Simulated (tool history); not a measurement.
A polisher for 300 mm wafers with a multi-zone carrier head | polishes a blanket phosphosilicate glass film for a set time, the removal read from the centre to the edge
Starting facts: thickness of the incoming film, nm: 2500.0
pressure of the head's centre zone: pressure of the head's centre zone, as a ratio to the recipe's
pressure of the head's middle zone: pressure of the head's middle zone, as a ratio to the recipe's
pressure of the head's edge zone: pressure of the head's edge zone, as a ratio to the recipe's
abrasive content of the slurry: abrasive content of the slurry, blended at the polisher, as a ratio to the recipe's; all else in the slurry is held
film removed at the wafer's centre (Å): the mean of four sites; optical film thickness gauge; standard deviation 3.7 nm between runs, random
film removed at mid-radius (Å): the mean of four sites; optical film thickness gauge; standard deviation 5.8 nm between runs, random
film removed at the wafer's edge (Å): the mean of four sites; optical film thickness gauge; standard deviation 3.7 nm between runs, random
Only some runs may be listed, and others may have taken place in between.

run  hour  flow of slurry (ml/min)  pressure of the head's centre zone  pressure of the head's middle zone  pressure of the head's edge zone  abrasive content of the slurry  polishing time (s)  film removed at the wafer's centre (Å)  film removed at mid-radius (Å)  film removed at the wafer's edge (Å)
  1     0                      235                                   1                                   1                                 1                               1                  62                                  4975.4                          4947.3                                5165.5
  2   4.9                      235                                   1                                1.07                                 1                               1                  62                                  5064.1                          5505.4                                5154.6
  3  11.6                      235                                   1                                1.07                                 1                               1                  69                                  5579.7                          5950.3                                  5774
  4  14.8                      230                                0.97                                1.03                              0.97                            0.85                  69                                  4958.1                          5323.6                                5073.4
  5  15.3                      220                                0.93                                0.97                              0.95                            0.85                  69                                  4877.7                          4990.9                                5002.4
  6  16.1                      215                                 0.9                                0.94                              0.97                             0.8                  69                                  4442.7                          4667.4                                4893.1
  7    23                      210                                0.88                                0.91                              0.95                            0.75                  69                                  4160.3                          4199.7                                4639.7
  8  30.2                      200                                0.87                                0.91                              0.94                            0.75                  69                                  4180.3                          4378.8                                4609.1

Run 9 has not been measured yet. What should we expect?
  9  35.7                      205                                0.84                                0.85                              0.95                             0.6                  69                                       ?                               ?                                     ?

Run 9 came out at film removed at the wafer's centre (Å) 3396.9, film removed at mid-radius (Å) 3441.6, film removed at the wafer's edge (Å) 3855.

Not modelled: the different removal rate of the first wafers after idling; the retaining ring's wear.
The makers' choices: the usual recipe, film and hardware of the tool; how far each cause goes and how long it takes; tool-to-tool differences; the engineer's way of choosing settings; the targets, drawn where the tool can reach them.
